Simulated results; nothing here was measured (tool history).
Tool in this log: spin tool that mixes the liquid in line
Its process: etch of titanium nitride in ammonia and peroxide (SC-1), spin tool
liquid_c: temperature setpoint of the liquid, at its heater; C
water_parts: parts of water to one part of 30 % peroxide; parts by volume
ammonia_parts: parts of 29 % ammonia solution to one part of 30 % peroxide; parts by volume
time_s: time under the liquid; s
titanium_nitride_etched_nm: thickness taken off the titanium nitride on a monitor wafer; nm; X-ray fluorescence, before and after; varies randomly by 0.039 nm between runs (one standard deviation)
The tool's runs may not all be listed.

run,hour,liquid_c,water_parts,ammonia_parts,time_s,titanium_nitride_etched_nm
1,0,52,22.5,0.45,150,7.8634
2,1,50,22.5,0.45,150,6.8314
3,8.4,43,22.5,0.45,150,4.1439
4,13.7,43.5,22.5,0.45,150,4.331
5,16.7,43.5,22.5,0.4,150,4.2063
6,24.5,49.5,22.5,0.4,150,6.49
7,31,48.5,22.5,0.4,150,6.0703
8,35.4,47.5,22.5,0.4,150,5.6364

What does the tool deliver on the next run?
9,36.8,47.5,22.5,0.4,150,?

titanium_nitride_etched_nm: 5.5644 nm

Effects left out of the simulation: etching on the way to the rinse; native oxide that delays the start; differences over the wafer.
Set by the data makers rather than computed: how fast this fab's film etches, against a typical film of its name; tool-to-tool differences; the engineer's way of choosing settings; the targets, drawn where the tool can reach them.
